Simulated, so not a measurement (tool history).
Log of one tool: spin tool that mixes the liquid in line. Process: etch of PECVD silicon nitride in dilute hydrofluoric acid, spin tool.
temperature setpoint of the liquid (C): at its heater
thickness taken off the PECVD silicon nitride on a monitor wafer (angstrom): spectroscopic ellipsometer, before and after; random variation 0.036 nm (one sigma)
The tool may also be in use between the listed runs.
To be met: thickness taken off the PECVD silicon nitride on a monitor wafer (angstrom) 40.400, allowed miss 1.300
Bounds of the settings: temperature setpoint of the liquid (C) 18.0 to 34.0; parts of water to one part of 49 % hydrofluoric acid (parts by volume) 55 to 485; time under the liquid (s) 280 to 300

run	hour	temperature setpoint of the liquid (C)	parts of water to one part of 49 % hydrofluoric acid (parts by volume)	time under the liquid (s)	thickness taken off the PECVD silicon nitride on a monitor wafer (angstrom)
1	0.0	26.0	270	280	48.341
2	0.6	25.5	270	280	46.917
3	2.8	25.5	185	280	68.374
4	4.5	24.0	190	280	60.375
5	7.6	20.5	190	280	47.716
6	11.7	20.0	190	280	46.567
7	16.4	19.5	190	280	45.277
8	18.4	19.0	190	280	44.069

Which of these 4 next moves meets every target?
A	20.4	19.0	210	285	?
B	20.4	19.0	175	280	?
C	20.4	18.5	175	300	?
D	20.4	19.5	185	280	?

move	thickness taken off the PECVD silicon nitride on a monitor wafer (angstrom)
A	40.485
B	47.448
C	49.163
D	46.480
A: meets every target
B: further off than the last run
C: further off than the last run
D: further off than the last run
Answer: A

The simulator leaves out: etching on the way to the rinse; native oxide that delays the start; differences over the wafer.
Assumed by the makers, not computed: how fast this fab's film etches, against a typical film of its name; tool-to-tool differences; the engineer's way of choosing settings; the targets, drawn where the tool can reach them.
